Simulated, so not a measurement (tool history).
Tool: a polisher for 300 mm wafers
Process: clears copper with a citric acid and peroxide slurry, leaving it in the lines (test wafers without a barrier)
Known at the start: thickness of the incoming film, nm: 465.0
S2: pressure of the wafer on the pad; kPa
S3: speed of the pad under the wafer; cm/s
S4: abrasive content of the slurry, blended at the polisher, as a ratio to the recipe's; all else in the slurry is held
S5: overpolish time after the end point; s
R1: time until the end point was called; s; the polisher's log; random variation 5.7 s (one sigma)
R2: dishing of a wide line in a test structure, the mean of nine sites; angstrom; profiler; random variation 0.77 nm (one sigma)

Run 1, hour 0: flow of slurry (ml/min) 280, S2 20.7 kPa, S3 140 cm/s, S4 1, S5 28 s. Result: R1 117.68 s, R2 524.56 angstrom.
Run 2, hour 3.7: flow of slurry (ml/min) 280, S2 20.7 kPa, S3 128 cm/s, S4 1, S5 28 s. Result: R1 128.38 s, R2 497.85 angstrom.
Run 3, hour 7.1: flow of slurry (ml/min) 280, S2 20.7 kPa, S3 160 cm/s, S4 1, S5 28 s. Result: R1 105.99 s, R2 545.28 angstrom.
Run 4, hour 8.2: flow of slurry (ml/min) 275, S2 18.6 kPa, S3 142 cm/s, S4 1, S5 30 s. Result: R1 127.35 s, R2 517.02 angstrom.
Run 5, hour 15.6: flow of slurry (ml/min) 215, S2 18.6 kPa, S3 142 cm/s, S4 1, S5 30 s. Result: R1 133.39 s, R2 488.98 angstrom.
Run 6, hour 19.7: flow of slurry (ml/min) 215, S2 18.6 kPa, S3 142 cm/s, S4 1.15, S5 30 s. Result: R1 132.67 s, R2 502.01 angstrom.

Forecast run 7:
Run 7, hour 26.3: flow of slurry (ml/min) 210, S2 16.5 kPa, S3 128 cm/s, S4 1.15, S5 31 s. Result: R1 ?, R2 ?.

Run 7 gave R1 156.47 s, R2 447 angstrom.
